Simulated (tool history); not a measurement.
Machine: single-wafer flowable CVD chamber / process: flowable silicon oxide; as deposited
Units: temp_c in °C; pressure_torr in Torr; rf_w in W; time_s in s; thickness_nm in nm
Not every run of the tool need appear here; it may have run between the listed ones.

run,hour,temp_c,pressure_torr,rf_w,time_s,thickness_nm
1,0,100,0.601,1695,379,134.99
2,3.4,100,0.601,1695,391,140.43
3,9.1,98,0.601,1695,391,149.86
4,15.2,97,0.601,1695,391,154.01
5,21.6,97,0.601,1695,379,150.92
6,27.4,97,0.601,1805,379,153.6
7,31.4,97,0.601,1805,379,153.28
8,40,96,0.601,1805,379,159.23
9,40.7,95,0.601,1805,379,166.7

Run 10 comes next. What will it give?
10,41.4,95,0.601,1805,379,?

Run 10 produced thickness_nm 165.42 nm.
